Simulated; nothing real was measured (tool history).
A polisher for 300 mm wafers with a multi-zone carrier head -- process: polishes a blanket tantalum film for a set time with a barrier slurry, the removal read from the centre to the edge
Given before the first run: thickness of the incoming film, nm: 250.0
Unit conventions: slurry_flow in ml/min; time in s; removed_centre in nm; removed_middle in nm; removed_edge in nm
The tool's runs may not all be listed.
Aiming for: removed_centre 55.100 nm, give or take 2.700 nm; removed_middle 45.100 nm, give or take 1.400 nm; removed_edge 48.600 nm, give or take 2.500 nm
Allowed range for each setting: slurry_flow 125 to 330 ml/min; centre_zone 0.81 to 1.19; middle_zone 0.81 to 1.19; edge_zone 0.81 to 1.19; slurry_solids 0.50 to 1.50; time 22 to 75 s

run	hour	slurry_flow	centre_zone	middle_zone	edge_zone	slurry_solids	time	removed_centre	removed_middle	removed_edge
1	0.0	210	1.00	1.00	1.00	1.00	48	76.469	74.165	70.211
2	3.5	210	1.00	1.00	1.06	1.00	48	75.340	73.659	72.379
3	8.2	205	1.00	0.98	1.05	0.95	47	71.922	70.561	66.975
4	14.7	180	1.00	0.98	1.05	0.95	47	69.982	68.180	65.299
5	19.8	180	1.00	0.95	1.05	0.95	47	69.924	66.544	66.173
6	23.2	175	1.01	0.93	1.06	0.90	46	65.513	62.309	63.964
7	28.7	170	1.03	0.92	1.05	0.85	45	64.404	58.698	61.578
# hour 33.1: edge zone pressure recalibrated
8	33.1	165	1.04	0.91	1.03	0.80	45	61.656	55.457	60.538
9	35.3	165	1.06	0.93	1.01	0.75	44	59.252	52.373	55.737
10	41.4	145	1.07	0.86	0.91	0.55	44	41.986	35.102	38.792
11	47.2	160	1.08	0.87	0.92	0.55	44	44.059	36.155	38.359
12	51.3	155	1.09	0.88	0.94	0.55	44	43.147	36.156	40.355
13	58.5	170	1.10	0.89	0.95	0.55	44	44.735	37.662	39.789
14	64.7	170	1.11	0.89	0.97	0.55	44	44.554	37.443	40.312
15	66.1	170	1.12	0.89	0.98	0.60	44	50.752	41.928	45.819

5 next moves are on the table. One of them brings every result within its allowed miss. Which?
A	67.5	220	1.18	0.93	1.04	0.65	40	?	?	?
B	67.5	275	0.97	1.12	0.86	0.50	50	?	?	?
C	67.5	215	1.08	1.04	0.94	0.60	42	?	?	?
D	67.5	130	1.11	0.84	1.04	0.55	50	?	?	?
E	67.5	125	0.98	0.81	1.19	0.65	46	?	?	?

move	removed_centre	removed_middle	removed_edge
A	54.516	44.634	47.987
B	43.112	47.536	39.611
C	49.164	47.223	44.034
D	47.665	38.178	45.935
E	47.811	40.872	54.410
A: in spec on every target
B: takes the result that was furthest off past its target
C: takes the result that was furthest off past its target
D: lands further from the targets than the last run did
E: lands further from the targets than the last run did
The right move is A.

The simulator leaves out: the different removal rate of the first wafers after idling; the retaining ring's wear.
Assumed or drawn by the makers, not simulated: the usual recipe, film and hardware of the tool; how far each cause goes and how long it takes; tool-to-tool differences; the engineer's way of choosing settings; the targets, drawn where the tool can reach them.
